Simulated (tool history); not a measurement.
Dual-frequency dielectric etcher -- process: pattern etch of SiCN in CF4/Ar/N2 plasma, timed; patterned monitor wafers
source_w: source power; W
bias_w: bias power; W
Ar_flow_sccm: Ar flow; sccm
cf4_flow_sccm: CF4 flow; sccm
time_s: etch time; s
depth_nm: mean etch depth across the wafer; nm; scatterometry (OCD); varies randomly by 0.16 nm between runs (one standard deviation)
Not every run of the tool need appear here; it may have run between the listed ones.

run	hour	source_w	bias_w	Ar_flow_sccm	cf4_flow_sccm	time_s	depth_nm
1	0.0	510	73	102	56	71.5	61.041
2	4.3	510	73	102	56	75.0	63.817
3	5.6	510	78	102	56	75.0	66.257
4	11.6	510	78	94	56	75.0	67.234
5	19.0	510	78	94	61	75.0	68.419
6	22.8	480	78	94	61	75.0	64.866
7	28.6	460	78	94	61	75.0	62.931
8	34.4	440	77	94	61	75.0	59.880

Predict the results of run 9:
9	39.1	420	77	94	61	75.0	?

depth_nm: 57.782 nm
